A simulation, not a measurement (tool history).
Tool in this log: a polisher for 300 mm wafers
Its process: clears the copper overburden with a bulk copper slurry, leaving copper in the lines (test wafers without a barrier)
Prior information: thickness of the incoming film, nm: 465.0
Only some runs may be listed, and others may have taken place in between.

run	hour	flow of slurry (ml/min)	pressure of the wafer on the pad (psi)	speed of the pad under the wafer (m/s)	abrasive content of the slurry	overpolish time after the end point (s)	time until the end point was called (s)	dishing of a wide line in a test structure (Å)
1	0.0	165	1.7	1.20	1.00	26	63.983	867.73
2	3.6	170	1.4	1.32	1.05	20	69.037	676.37
3	8.5	190	1.2	1.38	1.20	16	71.357	573.06
4	12.0	190	1.2	1.38	1.20	22	72.764	672.06
5	20.9	190	1.2	1.38	1.15	22	72.644	653.37
6	22.7	190	1.4	1.38	1.15	22	63.570	712.84
7	28.0	215	1.2	1.44	1.15	17	69.372	606.25
8	32.0	180	1.1	1.48	1.25	14	75.022	493.78
9	41.0	160	1.1	1.58	1.30	12	72.160	468.46
10	49.5	145	1.0	1.68	1.35	11	77.877	417.89
11	51.3	135	1.0	1.74	1.40	10	75.261	427.43
12	54.0	145	0.9	1.78	1.45	9	81.197	350.72

Estimate the outcome of run 13 from the log above:
13	58.9	150	0.9	1.80	1.45	9	?	?

time until the end point was called (s): 78.989
dishing of a wide line in a test structure (Å): 355.30

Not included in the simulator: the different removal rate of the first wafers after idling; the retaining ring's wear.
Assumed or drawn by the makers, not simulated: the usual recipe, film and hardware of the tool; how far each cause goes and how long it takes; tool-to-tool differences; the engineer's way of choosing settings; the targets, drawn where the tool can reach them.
